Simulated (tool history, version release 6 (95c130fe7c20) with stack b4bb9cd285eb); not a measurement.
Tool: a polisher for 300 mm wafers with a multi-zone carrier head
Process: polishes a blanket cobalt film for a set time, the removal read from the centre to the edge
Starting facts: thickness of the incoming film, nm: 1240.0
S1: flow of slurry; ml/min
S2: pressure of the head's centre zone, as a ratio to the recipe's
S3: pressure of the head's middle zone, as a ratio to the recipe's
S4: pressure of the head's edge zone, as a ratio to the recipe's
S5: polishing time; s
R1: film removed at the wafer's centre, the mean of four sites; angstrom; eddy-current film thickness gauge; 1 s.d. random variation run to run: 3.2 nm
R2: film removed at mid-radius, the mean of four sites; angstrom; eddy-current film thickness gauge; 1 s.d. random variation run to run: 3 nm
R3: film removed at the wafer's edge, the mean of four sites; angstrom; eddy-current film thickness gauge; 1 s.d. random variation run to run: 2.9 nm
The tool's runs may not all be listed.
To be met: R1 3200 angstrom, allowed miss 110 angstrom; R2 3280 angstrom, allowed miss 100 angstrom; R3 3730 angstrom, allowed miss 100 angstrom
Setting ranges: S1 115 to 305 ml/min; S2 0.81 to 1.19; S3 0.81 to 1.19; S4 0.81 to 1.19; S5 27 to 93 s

run,hour,S1,S2,S3,S4,S5,R1,R2,R3
1,0,195,1,1,1,59,2901.6,2885,2937
2,6,195,1,1,1,49,2443.6,2435,2480.4
3,13.9,195,1,1,1.03,49,2453.8,2393,2463
4,20.2,195,0.96,0.98,1.05,57,2749.2,2781.8,2908.2
5,29,210,0.93,0.96,1.1,60,2800,2893.5,3099.8
6,37.3,205,0.92,0.94,1.12,63,2967.5,3012.6,3251.4
7,43.2,215,0.9,0.92,1.14,65,2976.1,3023.4,3417
8,44.1,225,0.9,0.92,1.16,66,3061.4,3096.3,3495.7
9,46.4,230,0.9,0.92,1.17,67,3154.1,3121.6,3559.4

Which one of the following 4 next-run settings gets every result inside its allowed miss? There is exactly one.
A,48.7,190,0.98,0.91,1.12,72,?,?,?
B,48.7,270,1,0.84,1.17,63,?,?,?
C,48.7,235,0.89,0.92,1.19,69,?,?,?
D,48.7,240,1.05,0.99,1.1,66,?,?,?

move,R1,R2,R3
A,3449.6,3313,3663.2
B,3200.8,2815.9,3348.2
C,3123.2,3281,3647.3
D,3458,3342.3,3397.8
A: corrects the largest miss of the last run, while another result sits out of spec
B: further off than the last run
C: all results in spec
D: further off than the last run
So the answer is move C, the one that meets all the targets.

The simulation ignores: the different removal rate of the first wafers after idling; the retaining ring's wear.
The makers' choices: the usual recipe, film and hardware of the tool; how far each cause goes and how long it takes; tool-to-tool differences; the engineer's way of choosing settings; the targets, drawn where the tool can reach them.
